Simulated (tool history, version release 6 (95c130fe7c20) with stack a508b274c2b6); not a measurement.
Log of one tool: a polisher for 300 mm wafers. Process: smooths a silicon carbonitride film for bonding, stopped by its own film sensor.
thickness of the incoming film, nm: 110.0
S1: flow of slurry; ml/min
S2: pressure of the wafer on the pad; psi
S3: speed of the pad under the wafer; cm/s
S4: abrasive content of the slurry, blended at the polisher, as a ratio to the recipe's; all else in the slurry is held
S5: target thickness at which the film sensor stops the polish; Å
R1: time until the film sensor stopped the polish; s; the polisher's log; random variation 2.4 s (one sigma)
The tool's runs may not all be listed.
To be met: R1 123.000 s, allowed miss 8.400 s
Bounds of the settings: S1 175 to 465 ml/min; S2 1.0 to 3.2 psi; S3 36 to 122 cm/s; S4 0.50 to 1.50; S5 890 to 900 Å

run,hour,S1,S2,S3,S4,S5,R1
1,0.0,295,2.1,78,1.00,900,82.405
2,8.1,295,1.9,76,1.00,900,90.124
3,9.3,295,2.3,76,1.00,900,79.335
4,17.4,295,2.0,72,1.00,900,92.469
5,21.0,295,1.8,70,1.00,900,99.047
6,26.5,325,1.8,70,1.00,900,98.959
7,34.6,325,1.7,68,1.00,900,105.700
8,39.8,325,1.6,66,1.00,900,106.920
9,44.6,325,1.6,66,1.00,900,115.250

Which of these 5 next moves meets every target?
A,49.4,290,1.5,72,1.05,900,?
B,49.4,255,1.9,66,1.00,900,?
C,49.4,305,2.1,64,0.85,900,?
D,49.4,315,1.3,82,0.95,900,?
E,49.4,405,1.6,54,1.05,900,?

move,R1
A,105.990
B,102.870
C,106.390
D,107.900
E,125.010
A: further off than the last run
B: further off than the last run
C: further off than the last run
D: further off than the last run
E: meets every target
Answer: E
